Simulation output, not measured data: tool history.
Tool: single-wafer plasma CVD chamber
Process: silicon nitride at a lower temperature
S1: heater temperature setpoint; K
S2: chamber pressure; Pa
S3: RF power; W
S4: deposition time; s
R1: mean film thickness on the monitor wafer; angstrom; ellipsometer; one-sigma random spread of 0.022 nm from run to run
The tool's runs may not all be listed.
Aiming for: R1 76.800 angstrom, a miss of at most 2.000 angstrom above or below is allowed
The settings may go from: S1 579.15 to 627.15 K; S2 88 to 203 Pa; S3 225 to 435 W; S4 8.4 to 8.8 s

run	hour	S1	S2	S3	S4	R1
1	0.0	603.15	145	330	8.8	93.878
2	7.1	603.15	135	315	8.7	88.346
3	13.6	603.15	153	315	8.7	91.750
4	22.2	599.15	153	315	8.7	92.404
5	27.5	599.15	153	315	8.4	88.816
6	34.5	599.15	153	295	8.4	85.231
7	35.4	599.15	144	290	8.4	82.583
8	36.5	599.15	137	285	8.4	80.622

Consider the 5 candidate settings below. Which is the only one whose results all fall within their allowed miss of target?
A	37.6	598.15	135	305	8.5	?
B	37.6	598.15	179	265	8.7	?
C	37.6	595.15	103	345	8.8	?
D	37.6	594.15	141	285	8.7	?
E	37.6	599.15	129	255	8.8	?

move	R1
A	84.604
B	85.612
C	86.823
D	84.070
E	76.511
A: lands further from the targets than the last run did
B: lands further from the targets than the last run did
C: lands further from the targets than the last run did
D: lands further from the targets than the last run did
E: all results land within tolerance of their targets
E is the move that brings every result within its allowed miss.

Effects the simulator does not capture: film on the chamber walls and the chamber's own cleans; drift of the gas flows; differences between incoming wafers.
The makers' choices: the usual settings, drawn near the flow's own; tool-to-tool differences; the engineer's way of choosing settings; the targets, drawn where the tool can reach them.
